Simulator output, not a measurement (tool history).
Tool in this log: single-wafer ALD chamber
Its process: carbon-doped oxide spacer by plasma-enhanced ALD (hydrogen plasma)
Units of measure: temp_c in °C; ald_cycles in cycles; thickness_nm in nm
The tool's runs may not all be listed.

{"run": 1, "hour": 0.0, "temp_c": 400, "ald_cycles": 480, "thickness_nm": 25.516}
{"run": 2, "hour": 5.7, "temp_c": 400, "ald_cycles": 457, "thickness_nm": 24.205}
{"run": 3, "hour": 7.4, "temp_c": 400, "ald_cycles": 440, "thickness_nm": 23.377}
{"run": 4, "hour": 10.9, "temp_c": 400, "ald_cycles": 407, "thickness_nm": 21.799}
{"run": 5, "hour": 14.5, "temp_c": 400, "ald_cycles": 397, "thickness_nm": 21.066}
{"run": 6, "hour": 16.6, "temp_c": 400, "ald_cycles": 390, "thickness_nm": 20.79}
{"run": 7, "hour": 22.2, "temp_c": 400, "ald_cycles": 384, "thickness_nm": 20.599}
{"run": 8, "hour": 29.8, "temp_c": 400, "ald_cycles": 379, "thickness_nm": 20.267}
{"run": 9, "hour": 31.6, "temp_c": 400, "ald_cycles": 375, "thickness_nm": 19.92}

Forecast run 10:
{"run": 10, "hour": 34.6, "temp_c": 400, "ald_cycles": 373, "thickness_nm": "?"}

{"run 10": {"thickness_nm": 19.789}}
